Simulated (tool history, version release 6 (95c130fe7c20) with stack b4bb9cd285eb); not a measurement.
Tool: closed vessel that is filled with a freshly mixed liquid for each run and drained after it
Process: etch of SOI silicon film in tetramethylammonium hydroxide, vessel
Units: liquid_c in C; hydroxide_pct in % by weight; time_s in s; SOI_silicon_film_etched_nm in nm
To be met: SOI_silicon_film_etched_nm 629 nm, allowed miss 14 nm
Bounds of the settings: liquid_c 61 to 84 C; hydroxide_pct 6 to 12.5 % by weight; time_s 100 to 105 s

run 1 day=0 | liquid_c=74 hydroxide_pct=8.5 time_s=100 | SOI_silicon_film_etched_nm=1020
run 2 day=0.321 | liquid_c=74 hydroxide_pct=8.5 time_s=100 | SOI_silicon_film_etched_nm=1017.6
run 3 day=0.408 | liquid_c=74 hydroxide_pct=8.5 time_s=105 | SOI_silicon_film_etched_nm=1067.9
run 4 day=0.521 | liquid_c=74 hydroxide_pct=8.5 time_s=105 | SOI_silicon_film_etched_nm=1066.7
run 5 day=0.85 | liquid_c=71.5 hydroxide_pct=8.5 time_s=105 | SOI_silicon_film_etched_nm=922.5
run 6 day=0.946 | liquid_c=67.5 hydroxide_pct=8.5 time_s=105 | SOI_silicon_film_etched_nm=733.72
run 7 day=1.15 | liquid_c=67 hydroxide_pct=8.5 time_s=105 | SOI_silicon_film_etched_nm=708.32
run 8 day=1.271 | liquid_c=66.5 hydroxide_pct=8.5 time_s=105 | SOI_silicon_film_etched_nm=690.9
run 9 day=1.462 | liquid_c=66 hydroxide_pct=8.5 time_s=105 | SOI_silicon_film_etched_nm=667.48
run 10 day=1.704 | liquid_c=65.5 hydroxide_pct=8.5 time_s=105 | SOI_silicon_film_etched_nm=646.94

4 next moves are on the table. One of them brings every result within its allowed miss. Which?
run A day=1.946 | liquid_c=64.5 hydroxide_pct=7.5 time_s=105 | SOI_silicon_film_etched_nm=?
run B day=1.946 | liquid_c=67 hydroxide_pct=9 time_s=100 | SOI_silicon_film_etched_nm=?
run C day=1.946 | liquid_c=66 hydroxide_pct=7.5 time_s=100 | SOI_silicon_film_etched_nm=?
run D day=1.946 | liquid_c=66 hydroxide_pct=8.5 time_s=105 | SOI_silicon_film_etched_nm=?

move=A SOI_silicon_film_etched_nm=635.06
move=B SOI_silicon_film_etched_nm=662.82
move=C SOI_silicon_film_etched_nm=662.14
move=D SOI_silicon_film_etched_nm=668.74
A: meets every target
B: further off than the last run
C: further off than the last run
D: further off than the last run
Move A is the one to make.

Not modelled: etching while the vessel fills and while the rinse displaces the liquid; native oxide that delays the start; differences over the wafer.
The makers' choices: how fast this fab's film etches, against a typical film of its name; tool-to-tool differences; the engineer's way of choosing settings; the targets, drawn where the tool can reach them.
